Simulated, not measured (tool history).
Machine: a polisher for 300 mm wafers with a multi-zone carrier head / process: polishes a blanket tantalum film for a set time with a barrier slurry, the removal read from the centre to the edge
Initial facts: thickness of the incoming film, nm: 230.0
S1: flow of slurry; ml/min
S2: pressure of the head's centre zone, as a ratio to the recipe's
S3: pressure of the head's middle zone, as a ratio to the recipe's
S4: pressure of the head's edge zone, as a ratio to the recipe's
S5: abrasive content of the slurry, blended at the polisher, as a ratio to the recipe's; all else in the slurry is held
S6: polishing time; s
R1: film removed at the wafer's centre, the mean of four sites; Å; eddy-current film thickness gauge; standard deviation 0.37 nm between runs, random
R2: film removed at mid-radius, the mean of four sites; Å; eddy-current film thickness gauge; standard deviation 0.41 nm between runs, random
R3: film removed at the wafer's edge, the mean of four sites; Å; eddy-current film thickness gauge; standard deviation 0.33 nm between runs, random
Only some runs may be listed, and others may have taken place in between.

run	hour	S1	S2	S3	S4	S5	S6	R1	R2	R3
1	0	150	1	1	1	1	72	698.98	697.38	699.57
2	2	140	0.95	0.98	0.95	0.85	67	593.27	607.28	607.74
3	3.6	140	0.95	0.98	0.95	0.85	78	703.5	712.72	713.46
4	8.8	130	0.91	0.97	0.93	0.75	70	576.35	610.06	607.65
5	14.4	130	0.91	1.01	0.93	0.75	70	573.86	623.43	605.47
6	22.1	115	0.91	1.01	0.93	0.75	70	563.48	616.5	597.65

Expected results for the next run?
7	22.7	115	0.91	1.01	0.93	0.75	70	?	?	?

R1: 565.96 Å
R2: 605.71 Å
R3: 608.51 Å
